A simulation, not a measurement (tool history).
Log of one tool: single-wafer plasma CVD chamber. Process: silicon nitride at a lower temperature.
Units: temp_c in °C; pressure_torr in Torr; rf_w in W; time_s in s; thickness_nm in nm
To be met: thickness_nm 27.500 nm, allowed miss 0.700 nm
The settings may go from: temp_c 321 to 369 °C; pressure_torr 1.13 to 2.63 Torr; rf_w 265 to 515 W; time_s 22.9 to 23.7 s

run	day	temp_c	pressure_torr	rf_w	time_s	thickness_nm
1	0.000	345	1.88	390	22.9	30.644
2	0.300	345	1.79	385	22.9	30.067
3	0.596	345	1.79	385	23.7	30.969
4	0.638	345	1.71	380	23.7	30.399
5	0.783	345	1.71	380	22.9	29.138
6	0.917	345	1.71	380	23.7	30.101
7	1.058	345	1.64	375	23.7	29.825
8	1.117	345	1.58	370	23.7	29.045
9	1.188	345	1.58	370	23.7	29.125
10	1.288	345	1.54	370	23.7	28.879
11	1.650	345	1.50	370	23.7	28.497

Which of these 5 next moves meets every target?
A	2.012	351	1.51	355	23.3	?
B	2.012	347	1.64	355	23.7	?
C	2.012	334	1.42	440	22.9	?
D	2.012	341	1.73	340	23.7	?
E	2.012	348	1.15	470	23.7	?

move	thickness_nm
A	27.423
B	28.795
C	29.628
D	28.733
E	28.861
A: meets every target
B: further off than the last run
C: further off than the last run
D: further off than the last run
E: further off than the last run
Move A is the one to make.
